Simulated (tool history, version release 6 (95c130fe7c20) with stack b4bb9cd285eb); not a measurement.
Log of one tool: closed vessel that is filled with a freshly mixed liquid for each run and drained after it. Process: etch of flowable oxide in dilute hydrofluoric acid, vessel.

run	hour	temperature setpoint of the liquid (K)	parts of water to one part of 49 % hydrofluoric acid (parts by volume)	time in the liquid (s)	thickness taken off the flowable oxide on a monitor wafer (angstrom)
1	0	294.15	100	30	158.18
2	6.1	291.65	100	30	142.31
3	10.6	291.65	100	30	143.66
4	15.3	291.65	100	30	142.57
5	18.1	291.65	100	30	145.11
6	21.5	293.65	95	30	164.8
7	28.6	295.15	90	30	186.17

Run 8 comes next. What will it give?
8	37.6	299.15	80	30	?

Run 8 gave thickness taken off the flowable oxide on a monitor wafer (angstrom) 246.22.

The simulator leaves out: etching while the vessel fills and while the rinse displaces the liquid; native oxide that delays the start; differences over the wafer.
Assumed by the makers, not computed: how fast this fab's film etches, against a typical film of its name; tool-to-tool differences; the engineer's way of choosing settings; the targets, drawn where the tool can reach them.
